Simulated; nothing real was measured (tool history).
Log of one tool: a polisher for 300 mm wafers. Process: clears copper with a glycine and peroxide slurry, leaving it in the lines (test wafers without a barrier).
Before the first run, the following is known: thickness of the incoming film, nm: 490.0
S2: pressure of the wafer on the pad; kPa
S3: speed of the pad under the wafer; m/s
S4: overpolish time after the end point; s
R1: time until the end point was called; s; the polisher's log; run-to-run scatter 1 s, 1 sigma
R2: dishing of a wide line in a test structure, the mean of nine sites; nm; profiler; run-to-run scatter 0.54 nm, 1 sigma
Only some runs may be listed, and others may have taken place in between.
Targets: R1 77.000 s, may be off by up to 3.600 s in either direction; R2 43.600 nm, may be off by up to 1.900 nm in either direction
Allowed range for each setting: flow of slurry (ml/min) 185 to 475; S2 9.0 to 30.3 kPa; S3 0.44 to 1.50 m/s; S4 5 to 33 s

run 1 hour=0.0 | flow_of_slurry_(ml/min)=305 S2=19.3 S3=0.96 S4=17 | R1=68.779 R2=63.394
run 2 hour=4.2 | flow_of_slurry_(ml/min)=305 S2=19.3 S3=1.12 S4=17 | R1=62.066 R2=67.085
run 3 hour=6.8 | flow_of_slurry_(ml/min)=365 S2=19.3 S3=1.12 S4=17 | R1=60.924 R2=68.781
run 4 hour=9.1 | flow_of_slurry_(ml/min)=365 S2=17.2 S3=1.12 S4=15 | R1=66.171 R2=57.705
run 5 hour=15.7 | flow_of_slurry_(ml/min)=365 S2=17.2 S3=1.12 S4=18 | R1=66.614 R2=64.579
run 6 hour=18.4 | flow_of_slurry_(ml/min)=365 S2=19.3 S3=1.12 S4=18 | R1=62.258 R2=71.758
run 7 hour=27.0 | flow_of_slurry_(ml/min)=365 S2=16.5 S3=1.14 S4=17 | R1=67.338 R2=62.449
run 8 hour=28.8 | flow_of_slurry_(ml/min)=365 S2=15.2 S3=1.16 S4=15 | R1=72.556 R2=55.535
run 9 hour=36.5 | flow_of_slurry_(ml/min)=365 S2=15.2 S3=1.16 S4=13 | R1=71.867 R2=48.457
run 10 hour=44.7 | flow_of_slurry_(ml/min)=365 S2=14.5 S3=1.16 S4=13 | R1=75.494 R2=47.385

Which single option among these 4 for the next run brings every result within its allowed miss of target? Just one does.
run A hour=52.9 | flow_of_slurry_(ml/min)=335 S2=14.5 S3=1.14 S4=13 | R1=? R2=?
run B hour=52.9 | flow_of_slurry_(ml/min)=420 S2=14.5 S3=1.12 S4=13 | R1=? R2=?
run C hour=52.9 | flow_of_slurry_(ml/min)=475 S2=15.2 S3=1.18 S4=11 | R1=? R2=?
run D hour=52.9 | flow_of_slurry_(ml/min)=365 S2=13.8 S3=1.16 S4=12 | R1=? R2=?

move=A R1=74.916 R2=47.450
move=B R1=75.087 R2=47.398
move=C R1=68.870 R2=44.567
move=D R1=76.444 R2=43.813
A: just as far off the targets as the last run
B: just as far off the targets as the last run
C: brings the result that was furthest off to its target, and leaves another outside
D: every result within its allowed miss
The move that meets every target is D.

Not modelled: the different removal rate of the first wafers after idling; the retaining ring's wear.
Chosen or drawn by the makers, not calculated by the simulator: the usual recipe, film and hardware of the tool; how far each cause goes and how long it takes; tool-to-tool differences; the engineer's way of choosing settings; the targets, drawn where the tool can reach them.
